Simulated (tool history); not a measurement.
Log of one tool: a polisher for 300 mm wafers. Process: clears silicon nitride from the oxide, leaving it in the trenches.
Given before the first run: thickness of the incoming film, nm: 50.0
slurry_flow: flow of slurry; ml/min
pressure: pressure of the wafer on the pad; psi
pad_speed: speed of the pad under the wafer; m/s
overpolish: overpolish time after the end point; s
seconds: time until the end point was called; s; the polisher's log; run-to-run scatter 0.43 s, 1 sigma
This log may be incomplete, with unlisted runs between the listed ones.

run 1 day=0.000 | slurry_flow=250 pressure=1.8 pad_speed=0.96 overpolish=13 | seconds=88.476
run 2 day=0.346 | slurry_flow=250 pressure=2.1 pad_speed=0.96 overpolish=13 | seconds=79.251
run 3 day=0.388 | slurry_flow=250 pressure=2.2 pad_speed=0.98 overpolish=13 | seconds=72.835
run 4 day=0.525 | slurry_flow=250 pressure=2.2 pad_speed=0.98 overpolish=10 | seconds=73.641
run 5 day=0.550 | slurry_flow=250 pressure=2.3 pad_speed=1.00 overpolish=10 | seconds=68.798
run 6 day=0.925 | slurry_flow=250 pressure=1.9 pad_speed=1.00 overpolish=10 | seconds=80.881
run 7 day=1.258 | slurry_flow=250 pressure=2.0 pad_speed=1.02 overpolish=10 | seconds=76.559

Run 8 has not been measured yet. What should we expect?
run 8 day=1.571 | slurry_flow=265 pressure=2.5 pad_speed=1.10 overpolish=10 | seconds=?

seconds: 57.884 s
